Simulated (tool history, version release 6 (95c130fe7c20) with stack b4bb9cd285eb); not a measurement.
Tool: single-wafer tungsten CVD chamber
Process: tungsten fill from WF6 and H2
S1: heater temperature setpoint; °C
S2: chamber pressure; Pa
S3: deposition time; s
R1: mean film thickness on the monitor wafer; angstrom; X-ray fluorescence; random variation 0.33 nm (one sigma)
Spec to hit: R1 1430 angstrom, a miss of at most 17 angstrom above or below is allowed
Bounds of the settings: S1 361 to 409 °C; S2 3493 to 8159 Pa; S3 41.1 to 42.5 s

Run 1, hour 0: S1 385 °C, S2 5826 Pa, S3 41.1 s. Result: R1 1117.9 angstrom.
Run 2, hour 6.7: S1 385 °C, S2 5120 Pa, S3 41.1 s. Result: R1 1049.8 angstrom.
Run 3, hour 9.3: S1 385 °C, S2 5120 Pa, S3 41.1 s. Result: R1 1046.6 angstrom.
Run 4, hour 16.1: S1 390 °C, S2 5133 Pa, S3 41.1 s. Result: R1 1153 angstrom.
Run 5, hour 22.4: S1 383 °C, S2 5133 Pa, S3 41.1 s. Result: R1 1010.2 angstrom.
Run 6, hour 31.2: S1 388 °C, S2 5146 Pa, S3 41.1 s. Result: R1 1106.7 angstrom.
Run 7, hour 37.7: S1 392 °C, S2 5160 Pa, S3 41.1 s. Result: R1 1196.9 angstrom.
Run 8, hour 45.3: S1 395 °C, S2 5160 Pa, S3 41.1 s. Result: R1 1256.2 angstrom.
Run 9, hour 51: S1 397 °C, S2 5160 Pa, S3 41.1 s. Result: R1 1311.4 angstrom.

Exercise: of the 4 proposed moves below, exactly one satisfies all targets within the stated allowed misses. Which move is it?
Run A, hour 56.7: S1 400 °C, S2 5200 Pa, S3 42.2 s. Result: R1 ?.
Run B, hour 56.7: S1 402 °C, S2 5040 Pa, S3 42.5 s. Result: R1 ?.
Run C, hour 56.7: S1 408 °C, S2 4146 Pa, S3 42.5 s. Result: R1 ?.
Run D, hour 56.7: S1 407 °C, S2 4626 Pa, S3 41.6 s. Result: R1 ?.

move      R1
   A  1421.9
   B    1459
   C    1458
   D  1486.3
A: every result within its allowed miss
B: moves the result that the last run missed by most past its target, out the other side
C: moves the result that the last run missed by most past its target, out the other side
D: moves the result that the last run missed by most past its target, out the other side
The move that meets every target is A.
